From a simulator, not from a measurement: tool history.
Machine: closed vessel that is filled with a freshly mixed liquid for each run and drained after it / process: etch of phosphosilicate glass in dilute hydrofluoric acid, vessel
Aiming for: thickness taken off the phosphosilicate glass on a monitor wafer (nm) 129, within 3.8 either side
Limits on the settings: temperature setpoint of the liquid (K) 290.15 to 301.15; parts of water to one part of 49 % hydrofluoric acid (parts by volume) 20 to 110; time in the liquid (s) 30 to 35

run,hour,temperature setpoint of the liquid (K),parts of water to one part of 49 % hydrofluoric acid (parts by volume),time in the liquid (s),thickness taken off the phosphosilicate glass on a monitor wafer (nm)
1,0,293.15,60,35,51.852
2,7.4,293.15,60,35,51.749
3,15.3,294.15,55,35,58.776
4,16.5,294.15,55,35,59.033
5,24,295.65,55,35,62.414
6,25.4,293.65,55,35,57.818
7,27.9,294.65,50,35,66.121
8,32.4,295.15,45,35,76.158
9,36.5,295.65,45,35,78.685
10,43,296.15,45,35,79.051
11,51,296.65,45,35,79.976
12,57.6,297.15,45,35,82.228
13,65.9,297.65,45,35,84.325

Which of these 5 next moves meets every target?
A,74.2,292.15,40,30,?
B,74.2,294.65,30,35,?
C,74.2,297.65,30,35,?
D,74.2,298.15,35,35,?
E,74.2,297.65,35,35,?

move,thickness taken off the phosphosilicate glass on a monitor wafer (nm)
A,64.978
B,113.89
C,129.24
D,112.33
E,110.02
A: further off than the last run
B: moves toward the targets from the last run without getting all of them in spec
C: every result lands within tolerance
D: moves toward the targets from the last run without getting all of them in spec
E: moves toward the targets from the last run without getting all of them in spec
So the answer is move C, the one that meets all the targets.

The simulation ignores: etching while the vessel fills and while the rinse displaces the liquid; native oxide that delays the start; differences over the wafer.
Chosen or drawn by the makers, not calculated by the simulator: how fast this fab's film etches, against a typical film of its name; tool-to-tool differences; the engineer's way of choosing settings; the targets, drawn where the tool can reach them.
